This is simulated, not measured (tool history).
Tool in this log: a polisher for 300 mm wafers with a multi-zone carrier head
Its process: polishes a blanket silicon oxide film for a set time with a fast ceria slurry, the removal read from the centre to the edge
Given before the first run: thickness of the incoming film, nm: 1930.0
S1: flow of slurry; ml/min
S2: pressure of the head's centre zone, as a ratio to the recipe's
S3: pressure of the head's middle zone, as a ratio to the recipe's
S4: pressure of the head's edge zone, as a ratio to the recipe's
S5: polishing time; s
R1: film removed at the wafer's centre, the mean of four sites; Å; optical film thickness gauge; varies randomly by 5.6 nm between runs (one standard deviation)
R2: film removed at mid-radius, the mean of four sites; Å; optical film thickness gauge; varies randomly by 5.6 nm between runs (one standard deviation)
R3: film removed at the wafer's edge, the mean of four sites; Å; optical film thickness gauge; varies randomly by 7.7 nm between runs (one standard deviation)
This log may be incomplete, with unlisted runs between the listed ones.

{"run": 1, "hour": 0.0, "S1": 235, "S2": 1, "S3": 1, "S4": 1, "S5": 61, "R1": 5492.7, "R2": 5219.6, "R3": 5464.3}
{"run": 2, "hour": 0.7, "S1": 285, "S2": 1, "S3": 1, "S4": 1, "S5": 61, "R1": 5550.8, "R2": 5362.3, "R3": 5491.8}
{"run": 3, "hour": 1.2, "S1": 235, "S2": 1, "S3": 1, "S4": 1, "S5": 61, "R1": 5480.5, "R2": 5355.1, "R3": 5465.2}
{"run": 4, "hour": 7.0, "S1": 235, "S2": 1.01, "S3": 0.98, "S4": 1.03, "S5": 64, "R1": 5938.2, "R2": 5520.5, "R3": 5858.1}
{"run": 5, "hour": 7.6, "S1": 230, "S2": 1.01, "S3": 0.97, "S4": 1.05, "S5": 66, "R1": 5898.5, "R2": 5558.8, "R3": 6105.5}
{"run": 6, "hour": 9.8, "S1": 230, "S2": 1.01, "S3": 0.97, "S4": 1.05, "S5": 73, "R1": 6648.7, "R2": 6141.3, "R3": 6642.7}
{"run": 7, "hour": 14.6, "S1": 230, "S2": 1.02, "S3": 0.96, "S4": 1.07, "S5": 74, "R1": 6746, "R2": 6218.7, "R3": 6938.3}
{"run": 8, "hour": 20.3, "S1": 230, "S2": 1.04, "S3": 0.96, "S4": 1.09, "S5": 74, "R1": 7040.4, "R2": 6244.3, "R3": 6844.8}
{"run": 9, "hour": 28.6, "S1": 285, "S2": 1, "S3": 0.88, "S4": 1.19, "S5": 80, "R1": 7360.1, "R2": 6428.9, "R3": 7937.9}
{"run": 10, "hour": 34.3, "S1": 290, "S2": 1.01, "S3": 0.88, "S4": 1.19, "S5": 80, "R1": 7438.1, "R2": 6391.6, "R3": 7907}

The next listed run, before its measurement:
{"run": 11, "hour": 37.8, "S1": 290, "S2": 1.01, "S3": 0.89, "S4": 1.19, "S5": 80, "R1": "?", "R2": "?", "R3": "?"}

{"run 11": {"R1": 7453.4, "R2": 6495.9, "R3": 8068}}

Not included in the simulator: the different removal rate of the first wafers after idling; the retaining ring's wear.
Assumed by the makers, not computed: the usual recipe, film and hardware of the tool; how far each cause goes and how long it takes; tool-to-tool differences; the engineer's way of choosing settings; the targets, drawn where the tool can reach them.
